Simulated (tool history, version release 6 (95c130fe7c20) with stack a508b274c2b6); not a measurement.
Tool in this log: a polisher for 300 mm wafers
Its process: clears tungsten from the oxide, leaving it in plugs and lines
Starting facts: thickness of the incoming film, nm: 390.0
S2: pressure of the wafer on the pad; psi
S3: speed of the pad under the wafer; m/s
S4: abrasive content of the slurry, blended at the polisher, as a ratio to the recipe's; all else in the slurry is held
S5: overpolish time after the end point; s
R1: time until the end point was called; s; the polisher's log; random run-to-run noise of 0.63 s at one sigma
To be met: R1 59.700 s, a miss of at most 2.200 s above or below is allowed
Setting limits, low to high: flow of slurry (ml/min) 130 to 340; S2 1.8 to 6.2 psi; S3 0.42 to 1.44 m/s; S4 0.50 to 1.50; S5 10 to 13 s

run 1 day=0.000 | flow_of_slurry_(ml/min)=220 S2=4.0 S3=0.92 S4=1.00 S5=13 | R1=92.865
run 2 day=0.283 | flow_of_slurry_(ml/min)=240 S2=4.0 S3=0.92 S4=1.00 S5=13 | R1=91.564
run 3 day=0.504 | flow_of_slurry_(ml/min)=240 S2=4.4 S3=0.92 S4=1.00 S5=13 | R1=84.632
run 4 day=0.662 | flow_of_slurry_(ml/min)=240 S2=4.8 S3=0.92 S4=1.00 S5=13 | R1=77.906
run 5 day=0.683 | flow_of_slurry_(ml/min)=240 S2=5.1 S3=0.92 S4=1.00 S5=13 | R1=74.967
run 6 day=1.054 | flow_of_slurry_(ml/min)=280 S2=5.1 S3=0.92 S4=1.00 S5=13 | R1=72.951
run 7 day=1.079 | flow_of_slurry_(ml/min)=285 S2=6.0 S3=0.92 S4=1.00 S5=13 | R1=64.022
run 8 day=1.362 | flow_of_slurry_(ml/min)=285 S2=6.1 S3=0.94 S4=1.00 S5=13 | R1=61.070

5 next moves are on the table. One of them brings every result within its allowed miss. Which?
run A day=1.646 | flow_of_slurry_(ml/min)=255 S2=6.2 S3=0.96 S4=1.10 S5=13 | R1=?
run B day=1.646 | flow_of_slurry_(ml/min)=335 S2=6.2 S3=0.86 S4=1.05 S5=10 | R1=?
run C day=1.646 | flow_of_slurry_(ml/min)=245 S2=5.5 S3=1.12 S4=0.70 S5=13 | R1=?
run D day=1.646 | flow_of_slurry_(ml/min)=285 S2=6.1 S3=0.94 S4=0.85 S5=13 | R1=?
run E day=1.646 | flow_of_slurry_(ml/min)=265 S2=5.9 S3=0.98 S4=0.85 S5=10 | R1=?

move=A R1=59.871
move=B R1=64.709
move=C R1=63.761
move=D R1=64.405
move=E R1=64.415
A: every result lands within tolerance
B: moves away from the targets compared with the last run
C: moves away from the targets compared with the last run
D: moves away from the targets compared with the last run
E: moves away from the targets compared with the last run
The move that meets every target is A.

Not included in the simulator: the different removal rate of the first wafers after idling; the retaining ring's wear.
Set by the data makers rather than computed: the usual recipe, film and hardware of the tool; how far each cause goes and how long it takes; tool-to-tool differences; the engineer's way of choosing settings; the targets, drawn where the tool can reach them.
